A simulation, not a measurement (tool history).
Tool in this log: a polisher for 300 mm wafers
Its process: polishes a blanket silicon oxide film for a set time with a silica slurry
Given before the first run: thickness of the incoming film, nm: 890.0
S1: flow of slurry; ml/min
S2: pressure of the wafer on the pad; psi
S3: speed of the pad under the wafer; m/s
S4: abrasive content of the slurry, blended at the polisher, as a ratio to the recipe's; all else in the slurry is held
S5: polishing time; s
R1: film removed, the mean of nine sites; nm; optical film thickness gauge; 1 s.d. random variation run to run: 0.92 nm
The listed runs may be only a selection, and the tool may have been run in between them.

run	hour	S1	S2	S3	S4	S5	R1
1	0	250	3.9	1.3	1	31	102.71
2	2.5	255	4.2	1.3	1	31	109.78
3	5.1	260	4.5	1.3	1	31	120.17
4	8	280	4.5	1.3	1	31	119.37
5	14.8	280	4.7	1.3	1	31	124.77
6	18.9	255	4.7	1.3	1	31	124.78
7	20.7	255	4.8	1.3	1	31	125.15
8	26.9	270	4.9	1.3	1	31	128.44
9	32.7	270	5	1.3	1	31	133.04
10	37.2	275	5.1	1.3	1	31	133.94
11	40.2	275	5.2	1.3	1	31	138.02

For run 12, what comes out?
12	48.4	275	5.2	1.3	1	31	?

{"run 12": {"R1": 138.08}}
